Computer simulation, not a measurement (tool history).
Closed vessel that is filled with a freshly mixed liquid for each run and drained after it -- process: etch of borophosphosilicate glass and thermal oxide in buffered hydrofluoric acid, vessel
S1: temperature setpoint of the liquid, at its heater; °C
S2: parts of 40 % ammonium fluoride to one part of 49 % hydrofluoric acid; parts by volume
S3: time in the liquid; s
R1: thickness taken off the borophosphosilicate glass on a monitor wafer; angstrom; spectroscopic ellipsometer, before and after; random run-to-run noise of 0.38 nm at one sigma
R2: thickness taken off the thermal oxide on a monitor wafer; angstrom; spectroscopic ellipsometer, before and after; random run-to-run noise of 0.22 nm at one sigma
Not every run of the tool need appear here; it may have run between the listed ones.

run,hour,S1,S2,S3,R1,R2
1,0.0,23.0,14.5,60,844.73,463.01
2,5.3,21.5,14.5,60,781.71,425.90
3,10.0,20.5,15.5,60,692.41,383.91
4,19.0,23.5,15.5,60,834.42,443.98
5,26.1,22.0,16.5,60,704.54,387.16
6,34.3,22.0,18.5,60,633.66,343.67

What will run 7 give?
7,36.9,21.0,19.0,60,?,?

{"run 7": {"R1": 575.73, "R2": 314.26}}
